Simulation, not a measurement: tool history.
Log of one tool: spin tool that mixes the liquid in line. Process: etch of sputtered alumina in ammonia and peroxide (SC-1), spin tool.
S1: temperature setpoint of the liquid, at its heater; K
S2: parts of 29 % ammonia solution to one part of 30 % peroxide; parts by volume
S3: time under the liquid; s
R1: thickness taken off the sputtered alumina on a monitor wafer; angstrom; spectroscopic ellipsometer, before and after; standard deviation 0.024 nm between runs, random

{"run": 1, "hour": 0.0, "S1": 325.15, "S2": 0.6, "S3": 90, "R1": 31.416}
{"run": 2, "hour": 0.7, "S1": 325.65, "S2": 0.6, "S3": 90, "R1": 32.756}
{"run": 3, "hour": 5.1, "S1": 320.15, "S2": 0.6, "S3": 90, "R1": 23.72}
{"run": 4, "hour": 5.8, "S1": 320.15, "S2": 0.6, "S3": 90, "R1": 23.52}
{"run": 5, "hour": 14.9, "S1": 321.65, "S2": 0.6, "S3": 90, "R1": 26.265}
{"run": 6, "hour": 17.5, "S1": 322.65, "S2": 0.6, "S3": 90, "R1": 27.502}
{"run": 7, "hour": 26.1, "S1": 323.65, "S2": 0.6, "S3": 90, "R1": 29.113}
{"run": 8, "hour": 32.7, "S1": 324.15, "S2": 0.6, "S3": 90, "R1": 29.654}
{"run": 9, "hour": 37.8, "S1": 324.65, "S2": 0.6, "S3": 90, "R1": 30.581}

Run 10, settings as shown, results not yet in. Your forecast:
{"run": 10, "hour": 39.8, "S1": 325.15, "S2": 0.6, "S3": 90, "R1": "?"}

R1: 31.632 angstrom
